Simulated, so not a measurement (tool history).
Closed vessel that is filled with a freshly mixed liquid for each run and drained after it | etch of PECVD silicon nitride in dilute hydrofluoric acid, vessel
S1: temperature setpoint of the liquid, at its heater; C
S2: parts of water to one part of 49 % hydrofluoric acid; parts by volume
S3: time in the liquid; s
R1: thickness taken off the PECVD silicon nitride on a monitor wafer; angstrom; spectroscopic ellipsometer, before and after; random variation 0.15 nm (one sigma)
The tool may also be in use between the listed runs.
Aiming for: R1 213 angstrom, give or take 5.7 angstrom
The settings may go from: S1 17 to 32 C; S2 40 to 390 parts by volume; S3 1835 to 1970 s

run  hour    S1   S2    S3      R1
  1     0    24  215  1835  264.06
  2   5.4    24  165  1835  340.12
  3  11.8    24  195  1835  286.27
  4  18.2  27.5  195  1835  358.46
  5  20.2  26.5  195  1835  334.56
  6  25.1  26.5  195  1970   363.5
  7  26.4  25.5  195  1970   343.6
  8  35.9  24.5  195  1970  315.38
  9  37.7    24  195  1970  309.44
 10  40.1  23.5  195  1970  296.98
     48.6  -- hydrofluoric acid flow meter replaced
 11  48.6    23  195  1970  273.28
 12  55.1  22.5  195  1970  264.27

Which single option among these 5 for the next run brings every result within its allowed miss of target? Just one does.
  A  61.6  24.5  270  1835   ?
  B  61.6    21  225  1885   ?
  C  61.6  21.5  210  1835   ?
  D  61.6    23  245  1835   ?
  E  61.6  21.5  235  1930   ?

move      R1
   A  202.28
   B  199.48
   C  214.52
   D  202.88
   E  202.14
A: carries the result that was furthest off beyond its target, to the other side
B: carries the result that was furthest off beyond its target, to the other side
C: meets every target
D: carries the result that was furthest off beyond its target, to the other side
E: carries the result that was furthest off beyond its target, to the other side
The right move is C.
